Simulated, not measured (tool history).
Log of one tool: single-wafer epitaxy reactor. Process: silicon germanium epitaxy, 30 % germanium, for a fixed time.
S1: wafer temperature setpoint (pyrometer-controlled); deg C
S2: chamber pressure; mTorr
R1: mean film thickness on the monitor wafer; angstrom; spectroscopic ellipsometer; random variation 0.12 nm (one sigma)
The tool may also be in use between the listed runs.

Run 1, day 0: S1 590 deg C, S2 22100 mTorr. Result: R1 508.42 angstrom.
Run 2, day 0.246: S1 588 deg C, S2 22000 mTorr. Result: R1 486.79 angstrom.
Run 3, day 0.471: S1 588 deg C, S2 25300 mTorr. Result: R1 518.86 angstrom.
Run 4, day 0.667: S1 585 deg C, S2 25200 mTorr. Result: R1 490.85 angstrom.
Run 5, day 0.971: S1 590 deg C, S2 25200 mTorr. Result: R1 534.39 angstrom.
Run 6, day 1.146: S1 597 deg C, S2 25200 mTorr. Result: R1 608.98 angstrom.
Run 7, day 1.242: S1 592 deg C, S2 25100 mTorr. Result: R1 552.31 angstrom.
Run 8, day 1.296: S1 588 deg C, S2 25000 mTorr. Result: R1 516.53 angstrom.
Run 9, day 1.488: S1 585 deg C, S2 24900 mTorr. Result: R1 487.18 angstrom.
Run 10, day 1.538: S1 583 deg C, S2 24900 mTorr. Result: R1 470.78 angstrom.

Forecast run 11:
Run 11, day 1.754: S1 582 deg C, S2 24900 mTorr. Result: R1 ?.

R1: 460.56 angstrom

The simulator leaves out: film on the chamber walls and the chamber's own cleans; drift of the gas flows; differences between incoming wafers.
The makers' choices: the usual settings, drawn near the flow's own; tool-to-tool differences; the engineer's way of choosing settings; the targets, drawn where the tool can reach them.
